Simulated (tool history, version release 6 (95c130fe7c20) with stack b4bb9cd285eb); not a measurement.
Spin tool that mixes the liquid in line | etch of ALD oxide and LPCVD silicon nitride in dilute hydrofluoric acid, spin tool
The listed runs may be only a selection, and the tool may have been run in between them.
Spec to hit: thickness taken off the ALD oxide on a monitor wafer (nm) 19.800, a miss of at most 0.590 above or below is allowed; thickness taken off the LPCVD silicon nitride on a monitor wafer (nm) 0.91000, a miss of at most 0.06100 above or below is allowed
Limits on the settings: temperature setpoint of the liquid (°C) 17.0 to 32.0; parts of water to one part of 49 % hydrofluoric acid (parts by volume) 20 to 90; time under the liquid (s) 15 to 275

run	day	temperature setpoint of the liquid (°C)	parts of water to one part of 49 % hydrofluoric acid (parts by volume)	time under the liquid (s)	thickness taken off the ALD oxide on a monitor wafer (nm)	thickness taken off the LPCVD silicon nitride on a monitor wafer (nm)
1	0.000	24.0	50	140	30.925	1.55550
2	0.212	22.5	50	140	28.865	1.45880
3	0.529	21.0	50	140	27.826	1.21140
4	0.696	21.0	55	140	25.146	1.18930
5	0.742	23.5	55	140	27.486	1.41020
6	0.912	22.5	60	140	24.158	1.16440
7	1.275	21.0	70	140	19.014	0.90765
8	1.567	20.5	70	140	18.735	0.88923

Which one of the following 4 next-run settings gets every result inside its allowed miss? There is exactly one.
A	1.858	18.0	65	140	?	?
B	1.858	26.0	75	120	?	?
C	1.858	20.5	60	125	?	?
D	1.858	21.0	65	145	?	?

move	thickness taken off the ALD oxide on a monitor wafer (nm)	thickness taken off the LPCVD silicon nitride on a monitor wafer (nm)
A	18.571	0.80433
B	18.835	1.02220
C	20.058	0.92157
D	21.787	1.02240
A: its largest miss is bigger than the last run's
B: just as far off the targets as the last run
C: all results land within tolerance of their targets
D: takes the biggest miss from the last run beyond its target
Correct choice: C, which meets every target

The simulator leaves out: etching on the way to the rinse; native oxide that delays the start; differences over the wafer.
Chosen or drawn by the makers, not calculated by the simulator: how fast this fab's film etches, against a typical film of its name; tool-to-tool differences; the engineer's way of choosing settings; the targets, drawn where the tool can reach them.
